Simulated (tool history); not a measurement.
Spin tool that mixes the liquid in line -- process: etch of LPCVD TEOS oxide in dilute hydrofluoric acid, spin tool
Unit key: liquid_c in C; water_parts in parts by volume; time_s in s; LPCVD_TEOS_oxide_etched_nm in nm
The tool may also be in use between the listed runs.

{"run": 1, "hour": 0.0, "liquid_c": 26.0, "water_parts": 90, "time_s": 130, "LPCVD_TEOS_oxide_etched_nm": 26.745}
{"run": 2, "hour": 7.2, "liquid_c": 27.0, "water_parts": 80, "time_s": 130, "LPCVD_TEOS_oxide_etched_nm": 31.764}
{"run": 3, "hour": 15.6, "liquid_c": 27.5, "water_parts": 75, "time_s": 130, "LPCVD_TEOS_oxide_etched_nm": 34.946}
{"run": 4, "hour": 22.8, "liquid_c": 25.5, "water_parts": 75, "time_s": 130, "LPCVD_TEOS_oxide_etched_nm": 31.913}
{"run": 5, "hour": 25.1, "liquid_c": 24.0, "water_parts": 75, "time_s": 130, "LPCVD_TEOS_oxide_etched_nm": 30.119}
{"run": 6, "hour": 33.4, "liquid_c": 24.0, "water_parts": 75, "time_s": 130, "LPCVD_TEOS_oxide_etched_nm": 30.457}
{"run": 7, "hour": 40.8, "liquid_c": 25.0, "water_parts": 70, "time_s": 130, "LPCVD_TEOS_oxide_etched_nm": 33.753}
{"run": 8, "hour": 44.2, "liquid_c": 26.0, "water_parts": 65, "time_s": 130, "LPCVD_TEOS_oxide_etched_nm": 37.865}
{"run": 9, "hour": 52.9, "liquid_c": 27.0, "water_parts": 60, "time_s": 130, "LPCVD_TEOS_oxide_etched_nm": 43.623}
{"run": 10, "hour": 56.0, "liquid_c": 31.0, "water_parts": 25, "time_s": 130, "LPCVD_TEOS_oxide_etched_nm": 130.1}

Run 11 comes next. What will it give?
{"run": 11, "hour": 58.9, "liquid_c": 30.5, "water_parts": 25, "time_s": 130, "LPCVD_TEOS_oxide_etched_nm": "?"}

Run 11 yielded LPCVD_TEOS_oxide_etched_nm 126.170 nm.
